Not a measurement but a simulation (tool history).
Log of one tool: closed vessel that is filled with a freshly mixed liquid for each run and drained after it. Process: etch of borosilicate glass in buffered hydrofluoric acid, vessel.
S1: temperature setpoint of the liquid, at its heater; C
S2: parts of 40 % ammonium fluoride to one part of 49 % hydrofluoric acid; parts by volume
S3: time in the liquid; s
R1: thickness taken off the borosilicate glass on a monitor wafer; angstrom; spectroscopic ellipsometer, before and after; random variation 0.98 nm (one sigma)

run	day	S1	S2	S3	R1
1	0	25	17.5	90	735.65
2	0.183	23	17.5	90	667.75
3	0.521	25	17.5	90	746.91
4	0.65	25	17.5	90	745.64
5	0.862	25	17.5	100	823.29
6	0.9	25	17.5	90	738.57
7	1.271	26.5	17.5	90	822.54
8	1.467	27	17.5	90	829.2
9	1.812	27.5	17.5	90	854.04

The next listed run, before its measurement:
10	2.171	28	17.5	90	?

R1: 874.11 angstrom
